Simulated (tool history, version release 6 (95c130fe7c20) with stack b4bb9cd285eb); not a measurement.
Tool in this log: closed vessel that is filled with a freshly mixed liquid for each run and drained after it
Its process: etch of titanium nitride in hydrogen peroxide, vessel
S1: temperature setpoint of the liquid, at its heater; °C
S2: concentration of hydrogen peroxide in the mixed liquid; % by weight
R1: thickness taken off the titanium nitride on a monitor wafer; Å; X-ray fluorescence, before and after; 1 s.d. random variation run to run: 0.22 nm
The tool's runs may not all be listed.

{"run": 1, "day": 0.0, "S1": 54, "S2": 20, "time in the liquid (s)": 485, "R1": 237.39}
{"run": 2, "day": 0.188, "S1": 58.5, "S2": 20, "time in the liquid (s)": 485, "R1": 322.42}
{"run": 3, "day": 0.333, "S1": 58.5, "S2": 20, "time in the liquid (s)": 485, "R1": 323.5}
{"run": 4, "day": 0.442, "S1": 60.5, "S2": 20, "time in the liquid (s)": 485, "R1": 372.95}
{"run": 5, "day": 0.717, "S1": 61.5, "S2": 20, "time in the liquid (s)": 485, "R1": 400.4}
{"run": 6, "day": 0.775, "S1": 62.5, "S2": 20, "time in the liquid (s)": 485, "R1": 427.75}
{"run": 7, "day": 1.004, "S1": 62.5, "S2": 20, "time in the liquid (s)": 485, "R1": 424.34}
{"run": 8, "day": 1.162, "S1": 63.5, "S2": 20, "time in the liquid (s)": 485, "R1": 453.81}

Run 9 is up next; what results do you expect?
{"run": 9, "day": 1.342, "S1": 64, "S2": 20, "time in the liquid (s)": 485, "R1": "?"}

Run 9 came out at R1 473.71 Å.
